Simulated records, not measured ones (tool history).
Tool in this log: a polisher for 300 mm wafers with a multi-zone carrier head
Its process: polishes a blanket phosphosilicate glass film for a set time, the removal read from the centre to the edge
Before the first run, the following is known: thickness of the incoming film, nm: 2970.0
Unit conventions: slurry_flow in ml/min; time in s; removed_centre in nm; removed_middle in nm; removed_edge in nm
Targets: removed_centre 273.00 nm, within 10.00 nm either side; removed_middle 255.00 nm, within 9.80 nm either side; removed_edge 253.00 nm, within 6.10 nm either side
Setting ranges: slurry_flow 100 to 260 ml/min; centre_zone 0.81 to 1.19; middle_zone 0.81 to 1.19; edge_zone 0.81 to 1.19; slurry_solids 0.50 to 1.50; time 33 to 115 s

run 1 day=0.000 | slurry_flow=165 centre_zone=1.00 middle_zone=1.00 edge_zone=1.00 slurry_solids=1.00 time=73 | removed_centre=318.06 removed_middle=317.48 removed_edge=320.86
run 2 day=0.171 | slurry_flow=125 centre_zone=1.00 middle_zone=1.00 edge_zone=1.00 slurry_solids=1.00 time=73 | removed_centre=306.56 removed_middle=313.13 removed_edge=316.46
run 3 day=0.317 | slurry_flow=125 centre_zone=1.00 middle_zone=1.00 edge_zone=1.06 slurry_solids=1.00 time=73 | removed_centre=302.44 removed_middle=310.75 removed_edge=324.43
run 4 day=0.425 | slurry_flow=165 centre_zone=1.00 middle_zone=1.00 edge_zone=1.06 slurry_solids=1.00 time=73 | removed_centre=323.87 removed_middle=322.70 removed_edge=334.57
run 5 day=0.704 | slurry_flow=160 centre_zone=1.01 middle_zone=0.98 edge_zone=1.00 slurry_solids=0.90 time=73 | removed_centre=312.66 removed_middle=303.97 removed_edge=308.53
run 6 day=0.858 | slurry_flow=155 centre_zone=1.00 middle_zone=0.96 edge_zone=0.96 slurry_solids=0.80 time=73 | removed_centre=297.29 removed_middle=286.35 removed_edge=286.73
run 7 day=0.954 | slurry_flow=145 centre_zone=0.99 middle_zone=0.94 edge_zone=0.93 slurry_solids=0.75 time=73 | removed_centre=281.10 removed_middle=273.21 removed_edge=278.91
run 8 day=1.079 | slurry_flow=140 centre_zone=1.00 middle_zone=0.93 edge_zone=0.90 slurry_solids=0.70 time=73 | removed_centre=273.76 removed_middle=266.23 removed_edge=263.19
run 9 day=1.321 | slurry_flow=135 centre_zone=1.01 middle_zone=0.92 edge_zone=0.89 slurry_solids=0.70 time=73 | removed_centre=270.87 removed_middle=255.79 removed_edge=259.42
run 10 day=1.417 | slurry_flow=135 centre_zone=1.02 middle_zone=0.92 edge_zone=0.88 slurry_solids=0.70 time=73 | removed_centre=275.22 removed_middle=255.74 removed_edge=258.95

Of the 5 settings listed for the next run, only one would bring every result within its allowed miss of target. Which one?
run A day=1.512 | slurry_flow=110 centre_zone=1.05 middle_zone=0.96 edge_zone=0.88 slurry_solids=0.75 time=71 | removed_centre=? removed_middle=? removed_edge=?
run B day=1.512 | slurry_flow=125 centre_zone=1.04 middle_zone=0.90 edge_zone=0.81 slurry_solids=0.80 time=68 | removed_centre=? removed_middle=? removed_edge=?
run C day=1.512 | slurry_flow=120 centre_zone=0.99 middle_zone=0.91 edge_zone=0.85 slurry_solids=0.70 time=77 | removed_centre=? removed_middle=? removed_edge=?
run D day=1.512 | slurry_flow=155 centre_zone=0.97 middle_zone=0.88 edge_zone=0.90 slurry_solids=0.65 time=76 | removed_centre=? removed_middle=? removed_edge=?
run E day=1.512 | slurry_flow=125 centre_zone=1.05 middle_zone=0.90 edge_zone=0.86 slurry_solids=0.95 time=67 | removed_centre=? removed_middle=? removed_edge=?

move=A removed_centre=271.78 removed_middle=252.80 removed_edge=253.16
move=B removed_centre=272.07 removed_middle=242.95 removed_edge=244.17
move=C removed_centre=275.61 removed_middle=261.04 removed_edge=266.36
move=D removed_centre=272.36 removed_middle=255.51 removed_edge=270.67
move=E removed_centre=289.18 removed_middle=255.72 removed_edge=263.93
A: in spec on every target
B: pushes the last run's worst result past its target
C: further off than the last run
D: further off than the last run
E: further off than the last run
Answer: A

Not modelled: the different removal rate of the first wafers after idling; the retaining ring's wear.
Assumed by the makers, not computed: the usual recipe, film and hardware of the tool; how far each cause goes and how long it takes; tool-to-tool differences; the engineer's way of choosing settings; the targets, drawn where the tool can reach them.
